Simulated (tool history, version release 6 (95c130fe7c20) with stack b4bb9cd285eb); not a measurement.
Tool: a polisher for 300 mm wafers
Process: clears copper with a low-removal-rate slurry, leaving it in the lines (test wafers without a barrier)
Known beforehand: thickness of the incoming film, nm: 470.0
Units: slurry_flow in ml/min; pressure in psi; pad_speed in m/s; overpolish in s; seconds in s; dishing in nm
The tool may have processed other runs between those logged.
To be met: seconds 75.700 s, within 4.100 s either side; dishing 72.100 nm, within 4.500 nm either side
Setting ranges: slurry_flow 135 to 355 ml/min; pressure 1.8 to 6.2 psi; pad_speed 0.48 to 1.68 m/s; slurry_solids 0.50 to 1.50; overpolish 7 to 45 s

run 1 hour=0.0 | slurry_flow=225 pressure=4.0 pad_speed=1.08 slurry_solids=1.00 overpolish=23 | seconds=100.660 dishing=59.091
run 2 hour=6.5 | slurry_flow=225 pressure=4.0 pad_speed=0.96 slurry_solids=1.00 overpolish=23 | seconds=115.620 dishing=50.993
run 3 hour=7.4 | slurry_flow=225 pressure=4.0 pad_speed=0.96 slurry_solids=1.15 overpolish=23 | seconds=112.340 dishing=54.548
run 4 hour=9.4 | slurry_flow=225 pressure=4.0 pad_speed=0.96 slurry_solids=1.30 overpolish=23 | seconds=109.600 dishing=57.023
run 5 hour=18.3 | slurry_flow=225 pressure=4.3 pad_speed=0.96 slurry_solids=1.30 overpolish=23 | seconds=104.350 dishing=58.186
run 6 hour=22.4 | slurry_flow=225 pressure=4.3 pad_speed=1.12 slurry_solids=1.30 overpolish=23 | seconds=92.644 dishing=66.155
run 7 hour=30.5 | slurry_flow=225 pressure=4.5 pad_speed=1.12 slurry_solids=1.30 overpolish=23 | seconds=84.461 dishing=66.272
run 8 hour=37.4 | slurry_flow=225 pressure=4.6 pad_speed=1.12 slurry_solids=1.30 overpolish=23 | seconds=85.449 dishing=68.079
run 9 hour=46.2 | slurry_flow=225 pressure=4.7 pad_speed=1.12 slurry_solids=1.30 overpolish=23 | seconds=85.606 dishing=67.907
run 10 hour=54.3 | slurry_flow=225 pressure=4.8 pad_speed=1.12 slurry_solids=1.30 overpolish=23 | seconds=81.543 dishing=66.226

4 candidate next runs follow, results not yet known. Just one meets every target within its allowed miss. Identify it.
run A hour=62.4 | slurry_flow=230 pressure=5.2 pad_speed=1.24 slurry_solids=1.30 overpolish=20 | seconds=? dishing=?
run B hour=62.4 | slurry_flow=255 pressure=5.4 pad_speed=1.26 slurry_solids=1.20 overpolish=20 | seconds=? dishing=?
run C hour=62.4 | slurry_flow=160 pressure=5.2 pad_speed=1.34 slurry_solids=1.30 overpolish=17 | seconds=? dishing=?
run D hour=62.4 | slurry_flow=225 pressure=5.6 pad_speed=1.04 slurry_solids=1.25 overpolish=24 | seconds=? dishing=?

move=A seconds=68.206 dishing=70.851
move=B seconds=65.060 dishing=73.168
move=C seconds=66.637 dishing=64.778
move=D seconds=76.452 dishing=74.326
A: takes the result that was furthest off past its target
B: takes the result that was furthest off past its target
C: takes the result that was furthest off past its target
D: all results land within tolerance of their targets
The right move is D.
